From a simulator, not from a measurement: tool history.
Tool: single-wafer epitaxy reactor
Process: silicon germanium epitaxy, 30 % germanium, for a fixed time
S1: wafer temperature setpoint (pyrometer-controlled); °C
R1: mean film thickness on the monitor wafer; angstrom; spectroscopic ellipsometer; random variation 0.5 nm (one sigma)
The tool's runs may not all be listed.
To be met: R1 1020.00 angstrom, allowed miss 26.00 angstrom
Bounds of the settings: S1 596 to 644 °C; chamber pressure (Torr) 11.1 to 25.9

Run 1, hour 0.0: S1 620 °C, chamber pressure (Torr) 18.5. Result: R1 893.84 angstrom.
Run 2, hour 2.3: S1 610 °C, chamber pressure (Torr) 18.5. Result: R1 745.56 angstrom.
Run 3, hour 9.0: S1 605 °C, chamber pressure (Torr) 18.5. Result: R1 681.67 angstrom.
Run 4, hour 12.4: S1 608 °C, chamber pressure (Torr) 18.6. Result: R1 724.14 angstrom.
Run 5, hour 14.6: S1 608 °C, chamber pressure (Torr) 15.9. Result: R1 676.19 angstrom.
Run 6, hour 16.5: S1 611 °C, chamber pressure (Torr) 16.0. Result: R1 717.25 angstrom.
Run 7, hour 23.5: S1 614 °C, chamber pressure (Torr) 16.1. Result: R1 770.39 angstrom.
Run 8, hour 28.2: S1 616 °C, chamber pressure (Torr) 16.2. Result: R1 786.45 angstrom.
Run 9, hour 31.3: S1 618 °C, chamber pressure (Torr) 16.3. Result: R1 826.97 angstrom.

Which of these 5 next moves meets every target?
Run A, hour 34.4: S1 636 °C, chamber pressure (Torr) 18.2. Result: R1 ?.
Run B, hour 34.4: S1 626 °C, chamber pressure (Torr) 19.2. Result: R1 ?.
Run C, hour 34.4: S1 621 °C, chamber pressure (Torr) 15.6. Result: R1 ?.
Run D, hour 34.4: S1 621 °C, chamber pressure (Torr) 17.9. Result: R1 ?.
Run E, hour 34.4: S1 623 °C, chamber pressure (Torr) 16.5. Result: R1 ?.

move       R1
   A  1177.70
   B  1008.50
   C   850.95
   D   897.48
   E   901.38
A: takes the result that was furthest off past its target
B: meets every target
C: nearer than the last run, and not there yet
D: nearer than the last run, and not there yet
E: nearer than the last run, and not there yet
Move B is the one to make.

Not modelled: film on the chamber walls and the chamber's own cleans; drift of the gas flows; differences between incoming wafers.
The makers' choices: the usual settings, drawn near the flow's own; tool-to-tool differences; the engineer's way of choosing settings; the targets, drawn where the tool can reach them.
